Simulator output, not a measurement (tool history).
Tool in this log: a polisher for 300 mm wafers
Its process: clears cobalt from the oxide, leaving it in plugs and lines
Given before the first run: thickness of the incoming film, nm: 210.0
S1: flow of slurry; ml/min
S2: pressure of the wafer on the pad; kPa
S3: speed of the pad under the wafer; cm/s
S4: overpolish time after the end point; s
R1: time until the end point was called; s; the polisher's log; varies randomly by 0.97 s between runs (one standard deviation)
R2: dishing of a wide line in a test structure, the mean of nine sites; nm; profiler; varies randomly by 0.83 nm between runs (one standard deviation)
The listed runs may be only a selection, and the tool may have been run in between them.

run 1 hour=0.0 | S1=185 S2=11.7 S3=102 S4=23 | R1=50.365 R2=38.371
run 2 hour=7.2 | S1=185 S2=11.7 S3=102 S4=33 | R1=50.669 R2=39.898
run 3 hour=14.6 | S1=185 S2=11.7 S3=102 S4=39 | R1=50.748 R2=40.603
run 4 hour=16.8 | S1=220 S2=11.7 S3=102 S4=39 | R1=49.648 R2=41.386
run 5 hour=18.3 | S1=250 S2=11.7 S3=102 S4=39 | R1=49.173 R2=40.834
run 6 hour=24.9 | S1=290 S2=11.7 S3=102 S4=39 | R1=46.764 R2=42.240

Run 7 has not been measured yet. What should we expect?
run 7 hour=28.0 | S1=240 S2=8.3 S3=98 S4=37 | R1=? R2=?

{"run 7": {"R1": 70.418, "R2": 38.284}}
